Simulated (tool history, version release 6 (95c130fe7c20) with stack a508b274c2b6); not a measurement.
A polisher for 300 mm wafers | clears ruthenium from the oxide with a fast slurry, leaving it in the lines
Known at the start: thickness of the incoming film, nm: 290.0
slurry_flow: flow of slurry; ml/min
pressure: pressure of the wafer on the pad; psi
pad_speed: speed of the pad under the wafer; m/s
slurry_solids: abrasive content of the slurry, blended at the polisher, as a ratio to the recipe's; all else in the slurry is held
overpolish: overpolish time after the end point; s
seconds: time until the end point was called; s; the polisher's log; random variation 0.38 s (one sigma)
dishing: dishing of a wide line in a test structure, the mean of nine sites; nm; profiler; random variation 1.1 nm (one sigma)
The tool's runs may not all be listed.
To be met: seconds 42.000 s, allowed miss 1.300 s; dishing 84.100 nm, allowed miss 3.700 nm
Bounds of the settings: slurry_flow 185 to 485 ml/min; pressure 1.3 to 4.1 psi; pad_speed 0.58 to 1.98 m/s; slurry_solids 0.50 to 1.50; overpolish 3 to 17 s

run    day  slurry_flow  pressure  pad_speed  slurry_solids  overpolish  seconds  dishing
  1  0.000          310       2.7       1.28           1.00           9   60.602   42.374
  2  0.021          310       2.4       1.28           1.00           9   68.231   36.982
  3  0.358          310       2.4       1.44           1.00           9   61.999   41.824
  4  0.708          310       2.4       1.44           0.85           9   65.089   39.228
  5  0.750          310       2.7       1.44           0.85          10   59.345   47.067
  6  1.021          310       2.9       1.44           0.85          11   53.705   55.449
  7  1.171          310       3.0       1.44           0.85          12   52.523   61.392
  8  1.429          310       3.1       1.44           0.85          12   50.333   63.872
  9  1.792          310       3.2       1.44           0.85          12   48.517   65.045
 10  2.000          310       3.3       1.44           0.85          12   47.660   65.636

Which of these 4 next moves meets every target?
  A  2.208          240       3.3       1.66           0.85          14        ?        ?
  B  2.208          270       3.9       1.26           1.10          16        ?        ?
  C  2.208          300       3.1       1.30           0.85          11        ?        ?
  D  2.208          265       3.4       1.30           0.95           8        ?        ?

move  seconds  dishing
   A   42.054   82.843
   B   41.612   93.031
   C   56.042   52.694
   D   49.105   44.568
A: meets every target
B: takes the result that was furthest off past its target
C: further off than the last run
D: further off than the last run
Move A is the one to make.
